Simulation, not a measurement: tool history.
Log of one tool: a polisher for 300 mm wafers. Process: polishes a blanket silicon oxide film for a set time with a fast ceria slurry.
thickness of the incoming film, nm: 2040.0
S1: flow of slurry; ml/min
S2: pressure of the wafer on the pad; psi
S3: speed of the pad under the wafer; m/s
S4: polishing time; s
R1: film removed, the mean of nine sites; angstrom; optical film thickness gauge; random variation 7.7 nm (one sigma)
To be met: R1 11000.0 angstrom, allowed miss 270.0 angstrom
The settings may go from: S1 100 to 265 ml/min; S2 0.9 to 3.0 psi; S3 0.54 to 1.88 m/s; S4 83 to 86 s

Run 1, hour 0.0: S1 170 ml/min, S2 1.9 psi, S3 1.20 m/s, S4 83 s. Result: R1 9657.5 angstrom.
Run 2, hour 6.3: S1 175 ml/min, S2 1.9 psi, S3 1.20 m/s, S4 83 s. Result: R1 9727.0 angstrom.
Run 3, hour 7.8: S1 175 ml/min, S2 1.9 psi, S3 0.94 m/s, S4 83 s. Result: R1 7560.6 angstrom.
Run 4, hour 10.5: S1 175 ml/min, S2 1.9 psi, S3 0.94 m/s, S4 86 s. Result: R1 7889.0 angstrom.
Run 5, hour 12.8: S1 160 ml/min, S2 1.9 psi, S3 0.94 m/s, S4 86 s. Result: R1 7768.3 angstrom.
Run 6, hour 13.8: S1 165 ml/min, S2 2.0 psi, S3 0.94 m/s, S4 86 s. Result: R1 8197.5 angstrom.
Run 7, hour 19.3: S1 170 ml/min, S2 2.1 psi, S3 0.94 m/s, S4 86 s. Result: R1 8743.2 angstrom.
Run 8, hour 25.0: S1 175 ml/min, S2 2.1 psi, S3 0.94 m/s, S4 86 s. Result: R1 8716.0 angstrom.

5 next moves are on the table. One of them brings every result within its allowed miss. Which?
Run A, hour 30.7: S1 185 ml/min, S2 2.8 psi, S3 1.08 m/s, S4 86 s. Result: R1 ?.
Run B, hour 30.7: S1 190 ml/min, S2 2.2 psi, S3 1.04 m/s, S4 86 s. Result: R1 ?.
Run C, hour 30.7: S1 200 ml/min, S2 2.2 psi, S3 1.08 m/s, S4 85 s. Result: R1 ?.
Run D, hour 30.7: S1 170 ml/min, S2 2.4 psi, S3 1.12 m/s, S4 86 s. Result: R1 ?.
Run E, hour 30.7: S1 195 ml/min, S2 2.2 psi, S3 1.12 m/s, S4 86 s. Result: R1 ?.

move       R1
   A  13224.0
   B  10103.0
   C  10413.0
   D  11671.0
   E  10884.0
A: takes the result that was furthest off past its target
B: nearer than the last run, and not there yet
C: nearer than the last run, and not there yet
D: takes the result that was furthest off past its target
E: meets every target
The right move is E.
